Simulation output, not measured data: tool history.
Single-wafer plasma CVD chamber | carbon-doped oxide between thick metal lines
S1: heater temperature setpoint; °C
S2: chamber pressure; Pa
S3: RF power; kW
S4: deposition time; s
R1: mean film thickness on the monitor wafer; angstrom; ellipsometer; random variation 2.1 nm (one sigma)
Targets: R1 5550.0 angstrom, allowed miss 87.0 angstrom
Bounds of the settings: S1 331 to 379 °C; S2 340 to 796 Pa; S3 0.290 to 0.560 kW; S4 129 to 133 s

{"run": 1, "hour": 0.0, "S1": 355, "S2": 568, "S3": 0.425, "S4": 129, "R1": 4789.9}
{"run": 2, "hour": 0.8, "S1": 352, "S2": 623, "S3": 0.435, "S4": 129, "R1": 5000.3}
{"run": 3, "hour": 1.7, "S1": 352, "S2": 568, "S3": 0.435, "S4": 129, "R1": 4917.2}
{"run": 4, "hour": 4.7, "S1": 352, "S2": 568, "S3": 0.435, "S4": 133, "R1": 5067.5}
{"run": 5, "hour": 10.4, "S1": 350, "S2": 611, "S3": 0.44, "S4": 133, "R1": 5206.5}
{"run": 6, "hour": 15.0, "S1": 350, "S2": 611, "S3": 0.495, "S4": 133, "R1": 5761.3}
{"run": 7, "hour": 23.9, "S1": 352, "S2": 593, "S3": 0.495, "S4": 133, "R1": 5659.6}
{"run": 8, "hour": 32.6, "S1": 353, "S2": 587, "S3": 0.495, "S4": 133, "R1": 5646.9}

Which of these 5 next moves meets every target?
{"run": "A", "hour": 41.3, "S1": 349, "S2": 601, "S3": 0.47, "S4": 133, "R1": "?"}
{"run": "B", "hour": 41.3, "S1": 347, "S2": 545, "S3": 0.51, "S4": 133, "R1": "?"}
{"run": "C", "hour": 41.3, "S1": 351, "S2": 604, "S3": 0.52, "S4": 131, "R1": "?"}
{"run": "D", "hour": 41.3, "S1": 347, "S2": 387, "S3": 0.535, "S4": 132, "R1": "?"}
{"run": "E", "hour": 41.3, "S1": 353, "S2": 609, "S3": 0.51, "S4": 133, "R1": "?"}

move=A R1=5538.9
move=B R1=5836.5
move=C R1=5865.3
move=D R1=5744.1
move=E R1=5846.9
A: meets every target
B: further off than the last run
C: further off than the last run
D: further off than the last run
E: further off than the last run
Move A is the one to make.

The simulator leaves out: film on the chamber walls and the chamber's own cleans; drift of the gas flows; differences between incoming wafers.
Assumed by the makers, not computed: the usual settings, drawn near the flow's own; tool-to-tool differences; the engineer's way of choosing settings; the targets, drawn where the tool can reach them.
